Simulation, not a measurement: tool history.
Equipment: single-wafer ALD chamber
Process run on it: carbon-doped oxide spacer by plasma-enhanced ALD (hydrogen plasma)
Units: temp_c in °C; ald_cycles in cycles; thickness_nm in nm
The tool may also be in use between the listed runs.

run 1 day=0.000 | temp_c=410 ald_cycles=540 | thickness_nm=26.136
run 2 day=0.238 | temp_c=409 ald_cycles=552 | thickness_nm=26.804
run 3 day=0.383 | temp_c=408 ald_cycles=561 | thickness_nm=27.394
run 4 day=0.633 | temp_c=407 ald_cycles=567 | thickness_nm=27.740
run 5 day=0.821 | temp_c=407 ald_cycles=507 | thickness_nm=24.731
run 6 day=0.912 | temp_c=416 ald_cycles=507 | thickness_nm=24.090
run 7 day=1.008 | temp_c=414 ald_cycles=526 | thickness_nm=25.113
run 8 day=1.179 | temp_c=412 ald_cycles=541 | thickness_nm=26.037
run 9 day=1.267 | temp_c=411 ald_cycles=553 | thickness_nm=26.715
run 10 day=1.367 | temp_c=410 ald_cycles=562 | thickness_nm=27.329

For run 11, what comes out?
run 11 day=1.504 | temp_c=409 ald_cycles=569 | thickness_nm=?

Run 11 came out at thickness_nm 27.540 nm.
